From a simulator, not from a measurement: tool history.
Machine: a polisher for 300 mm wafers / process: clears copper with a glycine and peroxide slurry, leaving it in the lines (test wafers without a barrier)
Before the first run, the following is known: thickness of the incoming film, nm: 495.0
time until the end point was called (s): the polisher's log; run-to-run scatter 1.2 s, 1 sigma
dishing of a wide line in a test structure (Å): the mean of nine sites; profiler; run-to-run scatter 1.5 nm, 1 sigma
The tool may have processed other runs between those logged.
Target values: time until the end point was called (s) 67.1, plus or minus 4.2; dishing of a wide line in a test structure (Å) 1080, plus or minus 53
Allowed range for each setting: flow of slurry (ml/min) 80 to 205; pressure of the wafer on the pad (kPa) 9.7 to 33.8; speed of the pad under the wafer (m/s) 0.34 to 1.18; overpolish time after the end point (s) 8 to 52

run  hour  flow of slurry (ml/min)  pressure of the wafer on the pad (kPa)  speed of the pad under the wafer (m/s)  overpolish time after the end point (s)  time until the end point was called (s)  dishing of a wide line in a test structure (Å)
  1     0                      135                                    21.4                                    0.76                                       26                                   85.897                                          718.04
  2     9                      135                                    21.4                                    0.84                                       26                                   80.043                                          732.56
  3    10                      160                                    21.4                                    0.84                                       26                                   81.009                                          748.72
  4  13.9                      160                                    22.8                                    0.84                                       28                                   76.074                                          792.69
  5  22.5                      160                                    22.8                                    0.84                                       19                                   74.339                                          620.93
  6  26.7                      160                                    22.8                                    0.68                                       19                                   91.867                                          557.34
  7  28.1                      160                                    24.1                                    0.72                                       24                                    82.32                                          708.88
  8  35.5                      160                                    26.2                                     0.7                                       26                                   81.531                                           757.1
  9  43.4                      160                                    27.6                                    0.72                                       28                                   75.387                                          837.34
 10  48.2                      160                                      29                                    0.72                                       30                                   71.591                                          892.16
 11  49.8                      160                                    29.6                                    0.72                                       32                                   71.877                                          934.09
 12  52.8                      160                                    30.3                                    0.72                                       33                                   70.115                                          958.08
 13  59.3                      160                                      31                                    0.72                                       34                                   69.689                                          967.02

Which of these 5 next moves meets every target?
  A  65.8                      140                                      31                                    0.64                                       44                                        ?                                               ?
  B  65.8                      140                                    33.8                                     0.7                                       39                                        ?                                               ?
  C  65.8                      145                                    33.8                                    0.58                                       37                                        ?                                               ?
  D  65.8                      165                                    32.4                                    0.84                                       38                                        ?                                               ?
  E  65.8                      140                                    33.8                                    0.68                                       32                                        ?                                               ?

move  time until the end point was called (s)  dishing of a wide line in a test structure (Å)
   A                                   77.011                                          1080.2
   B                                   67.316                                          1088.3
   C                                    77.29                                          1000.7
   D                                   58.656                                          1126.1
   E                                   68.854                                          977.27
A: meets the target for the result that was furthest off, but another lies outside its allowed miss
B: every result within its allowed miss
C: lands further from the targets than the last run did
D: meets the target for the result that was furthest off, but another lies outside its allowed miss
E: nearer than the last run, and not there yet
The right move is B.
